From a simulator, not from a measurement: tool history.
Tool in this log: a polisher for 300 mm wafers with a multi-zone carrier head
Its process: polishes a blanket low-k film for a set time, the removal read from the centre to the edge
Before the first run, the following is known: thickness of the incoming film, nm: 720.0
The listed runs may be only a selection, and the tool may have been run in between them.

run	hour	flow of slurry (ml/min)	pressure of the head's centre zone	pressure of the head's middle zone	pressure of the head's edge zone	abrasive content of the slurry	polishing time (s)	film removed at the wafer's centre (nm)	film removed at mid-radius (nm)	film removed at the wafer's edge (nm)
1	0.0	310	1.00	1.00	1.00	1.00	76	28.302	29.378	29.294
2	0.8	310	1.00	1.00	1.00	0.90	76	27.828	28.733	28.179
3	6.2	310	1.07	1.00	1.00	0.90	76	29.950	28.368	27.272
4	13.9	320	1.08	1.00	1.04	1.00	76	31.298	29.093	30.255
5	20.0	320	1.08	1.00	1.04	0.80	76	28.791	27.641	27.279
6	26.9	320	1.08	1.00	0.99	0.80	76	29.139	27.636	27.050
7	30.6	350	1.10	1.01	1.02	0.90	76	31.235	28.768	28.243
8	33.7	350	1.11	1.02	1.05	1.00	76	32.530	30.269	29.884

Forecast run 9:
9	36.7	355	1.12	1.02	1.08	1.05	76	?	?	?

{"run 9": {"film removed at the wafer's centre (nm)": 33.591, "film removed at mid-radius (nm)": 30.408, "film removed at the wafer's edge (nm)": 30.979}}
